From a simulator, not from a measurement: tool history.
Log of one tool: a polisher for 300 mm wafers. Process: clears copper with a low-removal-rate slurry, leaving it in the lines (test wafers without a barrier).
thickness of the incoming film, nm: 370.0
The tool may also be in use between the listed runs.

| run | hour | flow of slurry (ml/min) | pressure of the wafer on the pad (psi) | speed of the pad under the wafer (cm/s) | abrasive content of the slurry | overpolish time after the end point (s) | time until the end point was called (s) | dishing of a wide line in a test structure (angstrom) |
|---|---|---|---|---|---|---|---|---|
| 1 | 0 | 315 | 3.2 | 132 | 1 | 17 | 79.578 | 505.06 |
| 2 | 1 | 315 | 3.2 | 132 | 1 | 21 | 78.332 | 618.04 |
| 3 | 4.8 | 315 | 3.2 | 116 | 1 | 21 | 87.913 | 549.51 |
| 4 | 7.1 | 315 | 2.9 | 114 | 1 | 20 | 92.25 | 506.55 |
| 5 | 15 | 315 | 2.9 | 128 | 1 | 20 | 87.941 | 526.01 |
| 6 | 20.6 | 315 | 2.9 | 160 | 1 | 20 | 71.666 | 630.84 |

The next listed run, before its measurement:
| 7 | 21.9 | 315 | 2.6 | 150 | 1 | 19 | ? | ? |

Run 7 gave time until the end point was called (s) 83.477, dishing of a wide line in a test structure (angstrom) 534.17.
